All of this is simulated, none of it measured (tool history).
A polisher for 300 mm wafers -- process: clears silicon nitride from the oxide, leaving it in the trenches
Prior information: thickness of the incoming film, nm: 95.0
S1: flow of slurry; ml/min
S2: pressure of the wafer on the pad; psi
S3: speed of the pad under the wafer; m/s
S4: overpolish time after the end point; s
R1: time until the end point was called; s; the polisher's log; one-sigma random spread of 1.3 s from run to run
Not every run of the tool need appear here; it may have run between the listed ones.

{"run": 1, "hour": 0.0, "S1": 220, "S2": 2.8, "S3": 0.86, "S4": 5, "R1": 120.56}
{"run": 2, "hour": 8.3, "S1": 220, "S2": 3.0, "S3": 0.86, "S4": 5, "R1": 109.94}
{"run": 3, "hour": 9.2, "S1": 220, "S2": 3.0, "S3": 0.86, "S4": 4, "R1": 111.95}
{"run": 4, "hour": 18.2, "S1": 220, "S2": 2.5, "S3": 0.86, "S4": 4, "R1": 134.95}
{"run": 5, "hour": 26.9, "S1": 220, "S2": 2.5, "S3": 0.86, "S4": 5, "R1": 138.34}
{"run": 6, "hour": 35.7, "S1": 220, "S2": 2.5, "S3": 0.86, "S4": 5, "R1": 133.6}
{"run": 7, "hour": 40.1, "S1": 220, "S2": 2.8, "S3": 0.86, "S4": 5, "R1": 118.77}
{"run": 8, "hour": 44.3, "S1": 220, "S2": 2.9, "S3": 0.86, "S4": 5, "R1": 117.5}
{"run": 9, "hour": 45.9, "S1": 220, "S2": 3.0, "S3": 0.86, "S4": 5, "R1": 114.3}

Predict the results of run 10:
{"run": 10, "hour": 47.4, "S1": 220, "S2": 3.1, "S3": 0.86, "S4": 5, "R1": "?"}

R1: 108.06 s

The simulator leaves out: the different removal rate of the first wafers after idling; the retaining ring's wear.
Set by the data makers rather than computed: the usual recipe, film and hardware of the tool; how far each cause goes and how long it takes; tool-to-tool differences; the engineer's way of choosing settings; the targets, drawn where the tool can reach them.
